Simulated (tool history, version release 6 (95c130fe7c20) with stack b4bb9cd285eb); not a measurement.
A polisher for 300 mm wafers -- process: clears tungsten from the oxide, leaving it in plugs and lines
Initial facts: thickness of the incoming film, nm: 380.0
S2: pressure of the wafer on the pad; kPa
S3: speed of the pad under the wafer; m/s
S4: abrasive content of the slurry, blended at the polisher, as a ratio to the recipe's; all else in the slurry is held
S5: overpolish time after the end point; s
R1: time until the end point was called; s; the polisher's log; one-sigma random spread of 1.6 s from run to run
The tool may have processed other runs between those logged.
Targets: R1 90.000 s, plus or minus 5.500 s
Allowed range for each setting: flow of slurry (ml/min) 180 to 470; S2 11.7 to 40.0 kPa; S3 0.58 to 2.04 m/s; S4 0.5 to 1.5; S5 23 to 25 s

Run 1, hour 0.0: flow of slurry (ml/min) 300, S2 25.5 kPa, S3 1.30 m/s, S4 1.0, S5 23 s. Result: R1 61.963 s.
Run 2, hour 1.1: flow of slurry (ml/min) 255, S2 25.5 kPa, S3 1.30 m/s, S4 1.0, S5 23 s. Result: R1 64.931 s.
Run 3, hour 4.7: flow of slurry (ml/min) 255, S2 25.5 kPa, S3 1.42 m/s, S4 1.0, S5 23 s. Result: R1 59.936 s.
Run 4, hour 11.4: flow of slurry (ml/min) 255, S2 25.5 kPa, S3 1.54 m/s, S4 1.0, S5 23 s. Result: R1 54.691 s.
Run 5, hour 17.5: flow of slurry (ml/min) 255, S2 29.0 kPa, S3 1.54 m/s, S4 1.0, S5 23 s. Result: R1 48.813 s.
Run 6, hour 25.3: flow of slurry (ml/min) 255, S2 31.7 kPa, S3 1.54 m/s, S4 1.0, S5 23 s. Result: R1 43.767 s.
Run 7, hour 30.0: flow of slurry (ml/min) 255, S2 29.0 kPa, S3 1.52 m/s, S4 1.0, S5 23 s. Result: R1 48.047 s.
Run 8, hour 32.3: flow of slurry (ml/min) 255, S2 26.9 kPa, S3 1.50 m/s, S4 1.0, S5 23 s. Result: R1 55.233 s.
Run 9, hour 37.9: flow of slurry (ml/min) 250, S2 25.5 kPa, S3 1.48 m/s, S4 1.0, S5 23 s. Result: R1 56.304 s.

Which of these 4 next moves meets every target?
Run A, hour 43.5: flow of slurry (ml/min) 320, S2 31.7 kPa, S3 1.64 m/s, S4 1.1, S5 25 s. Result: R1 ?.
Run B, hour 43.5: flow of slurry (ml/min) 200, S2 18.6 kPa, S3 1.36 m/s, S4 0.9, S5 23 s. Result: R1 ?.
Run C, hour 43.5: flow of slurry (ml/min) 220, S2 19.3 kPa, S3 1.40 m/s, S4 1.0, S5 25 s. Result: R1 ?.
Run D, hour 43.5: flow of slurry (ml/min) 215, S2 25.5 kPa, S3 1.20 m/s, S4 0.8, S5 25 s. Result: R1 ?.

move      R1
   A  39.826
   B  88.162
   C  79.787
   D  74.869
A: the biggest miss grows against the last run
B: all results in spec
C: closer than the last run, but not yet in spec
D: closer than the last run, but not yet in spec
B is the move that brings every result within its allowed miss.

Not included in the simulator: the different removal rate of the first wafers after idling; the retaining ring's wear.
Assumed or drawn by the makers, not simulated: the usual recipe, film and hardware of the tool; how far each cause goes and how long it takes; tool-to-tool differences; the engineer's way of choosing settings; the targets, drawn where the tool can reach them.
